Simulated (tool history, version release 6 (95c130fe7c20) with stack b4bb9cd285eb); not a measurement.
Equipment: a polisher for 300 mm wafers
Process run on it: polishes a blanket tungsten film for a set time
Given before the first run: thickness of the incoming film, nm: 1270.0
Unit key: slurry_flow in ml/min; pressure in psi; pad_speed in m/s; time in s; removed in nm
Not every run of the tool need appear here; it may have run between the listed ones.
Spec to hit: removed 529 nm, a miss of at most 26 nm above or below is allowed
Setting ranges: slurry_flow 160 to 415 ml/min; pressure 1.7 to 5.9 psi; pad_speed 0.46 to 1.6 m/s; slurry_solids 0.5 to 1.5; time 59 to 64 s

Run 1, hour 0: slurry_flow 265 ml/min, pressure 3.8 psi, pad_speed 1.02 m/s, slurry_solids 1, time 64 s. Result: removed 345.21 nm.
Run 2, hour 8.8: slurry_flow 265 ml/min, pressure 4 psi, pad_speed 1.02 m/s, slurry_solids 1, time 64 s. Result: removed 364.87 nm.
Run 3, hour 10.6: slurry_flow 265 ml/min, pressure 4.1 psi, pad_speed 1.02 m/s, slurry_solids 1, time 64 s. Result: removed 384.77 nm.
Run 4, hour 15.1: slurry_flow 265 ml/min, pressure 4.2 psi, pad_speed 1.02 m/s, slurry_solids 1, time 64 s. Result: removed 396.23 nm.
Run 5, hour 20.3: slurry_flow 265 ml/min, pressure 3.4 psi, pad_speed 1.02 m/s, slurry_solids 1, time 64 s. Result: removed 318.94 nm.
Run 6, hour 22.8: slurry_flow 315 ml/min, pressure 3.4 psi, pad_speed 1.02 m/s, slurry_solids 1, time 64 s. Result: removed 321.46 nm.
Run 7, hour 30.4: slurry_flow 315 ml/min, pressure 3.6 psi, pad_speed 1.02 m/s, slurry_solids 1, time 64 s. Result: removed 345.21 nm.
Run 8, hour 38.8: slurry_flow 315 ml/min, pressure 3.8 psi, pad_speed 1.02 m/s, slurry_solids 1, time 64 s. Result: removed 361.05 nm.
Run 9, hour 43.9: slurry_flow 315 ml/min, pressure 3.9 psi, pad_speed 1.02 m/s, slurry_solids 1, time 64 s. Result: removed 363.81 nm.
Run 10, hour 52.5: slurry_flow 315 ml/min, pressure 4.9 psi, pad_speed 1.06 m/s, slurry_solids 1, time 64 s. Result: removed 472.74 nm.

5 next moves are on the table. One of them brings every result within its allowed miss. Which?
Run A, hour 61.1: slurry_flow 325 ml/min, pressure 5.8 psi, pad_speed 1.16 m/s, slurry_solids 0.95, time 64 s. Result: removed ?.
Run B, hour 61.1: slurry_flow 280 ml/min, pressure 5.6 psi, pad_speed 1 m/s, slurry_solids 1.2, time 64 s. Result: removed ?.
Run C, hour 61.1: slurry_flow 330 ml/min, pressure 5.3 psi, pad_speed 1.3 m/s, slurry_solids 1.15, time 59 s. Result: removed ?.
Run D, hour 61.1: slurry_flow 345 ml/min, pressure 5.3 psi, pad_speed 1.28 m/s, slurry_solids 0.85, time 64 s. Result: removed ?.
Run E, hour 61.1: slurry_flow 360 ml/min, pressure 5.1 psi, pad_speed 1.3 m/s, slurry_solids 0.85, time 64 s. Result: removed ?.

move  removed
   A   587.23
   B   518.73
   C   586.02
   D    575.4
   E   564.41
A: takes the result that was furthest off past its target
B: meets every target
C: takes the result that was furthest off past its target
D: takes the result that was furthest off past its target
E: takes the result that was furthest off past its target
The right move is B.
